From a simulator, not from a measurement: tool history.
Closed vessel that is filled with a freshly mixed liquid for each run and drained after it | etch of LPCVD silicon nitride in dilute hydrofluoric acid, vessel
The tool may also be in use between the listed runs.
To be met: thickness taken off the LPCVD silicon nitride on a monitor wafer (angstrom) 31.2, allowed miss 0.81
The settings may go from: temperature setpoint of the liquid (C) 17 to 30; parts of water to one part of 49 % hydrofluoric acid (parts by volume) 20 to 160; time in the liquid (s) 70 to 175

run,day,temperature setpoint of the liquid (C),parts of water to one part of 49 % hydrofluoric acid (parts by volume),time in the liquid (s),thickness taken off the LPCVD silicon nitride on a monitor wafer (angstrom)
1,0,22,90,175,8.5624
2,0.262,24,75,175,11.674
3,0.533,25.5,65,175,14.909
4,0.65,26.5,55,175,18.687
5,0.904,26.5,55,70,7.4916
6,1.071,29,55,70,8.8597
7,1.25,26.5,45,95,12.311
8,1.508,22.5,20,175,37.613
9,1.762,23,20,175,39.238
10,2,23.5,20,175,40.854
11,2.192,24.5,20,175,43.7
12,2.392,20.5,20,175,32.958

Which of these 4 next moves meets every target?
A,2.592,21.5,20,165,?
B,2.592,21,20,160,?
C,2.592,22,20,165,?
D,2.592,21,20,170,?

move,thickness taken off the LPCVD silicon nitride on a monitor wafer (angstrom)
A,33.315
B,31.197
C,34.495
D,33.146
A: further off than the last run
B: meets every target
C: further off than the last run
D: further off than the last run
Answer: B
